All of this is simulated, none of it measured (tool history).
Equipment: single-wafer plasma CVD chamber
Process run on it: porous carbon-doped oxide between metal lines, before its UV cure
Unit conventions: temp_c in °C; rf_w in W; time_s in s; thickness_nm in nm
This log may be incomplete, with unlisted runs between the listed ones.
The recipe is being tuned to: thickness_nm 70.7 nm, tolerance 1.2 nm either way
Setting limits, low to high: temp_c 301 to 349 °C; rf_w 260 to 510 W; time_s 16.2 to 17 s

run 1 hour=0 | temp_c=325 rf_w=385 time_s=17 | thickness_nm=63.979
run 2 hour=5.7 | temp_c=321 rf_w=385 time_s=17 | thickness_nm=64.918
run 3 hour=11.6 | temp_c=318 rf_w=390 time_s=17 | thickness_nm=67.121
run 4 hour=18.4 | temp_c=316 rf_w=390 time_s=17 | thickness_nm=67.129
run 5 hour=25.2 | temp_c=314 rf_w=390 time_s=17 | thickness_nm=68.136
run 6 hour=28.7 | temp_c=314 rf_w=345 time_s=17 | thickness_nm=62.456
run 7 hour=35.2 | temp_c=311 rf_w=355 time_s=17 | thickness_nm=63.919
run 8 hour=37.7 | temp_c=309 rf_w=365 time_s=17 | thickness_nm=67.314
run 9 hour=45.5 | temp_c=307 rf_w=365 time_s=17 | thickness_nm=67.375
run 10 hour=50 | temp_c=306 rf_w=365 time_s=17 | thickness_nm=68.302
run 11 hour=52.7 | temp_c=305 rf_w=365 time_s=17 | thickness_nm=68.756
run 12 hour=58.9 | temp_c=305 rf_w=365 time_s=17 | thickness_nm=69.011
run 13 hour=65.8 | temp_c=304 rf_w=365 time_s=17 | thickness_nm=69.746
run 14 hour=66.9 | temp_c=303 rf_w=365 time_s=17 | thickness_nm=69.497

Consider the 5 candidate settings below. Which is the only one whose results all fall within their allowed miss of target?
run A hour=68 | temp_c=301 rf_w=370 time_s=16.2 | thickness_nm=?
run B hour=68 | temp_c=301 rf_w=360 time_s=16.8 | thickness_nm=?
run C hour=68 | temp_c=303 rf_w=375 time_s=17 | thickness_nm=?
run D hour=68 | temp_c=302 rf_w=355 time_s=16.8 | thickness_nm=?
run E hour=68 | temp_c=301 rf_w=350 time_s=16.8 | thickness_nm=?

move=A thickness_nm=68.096
move=B thickness_nm=69.016
move=C thickness_nm=71.153
move=D thickness_nm=67.808
move=E thickness_nm=67.497
A: the biggest miss grows against the last run
B: the biggest miss grows against the last run
C: every result lands within tolerance
D: the biggest miss grows against the last run
E: the biggest miss grows against the last run
C is the move that brings every result within its allowed miss.
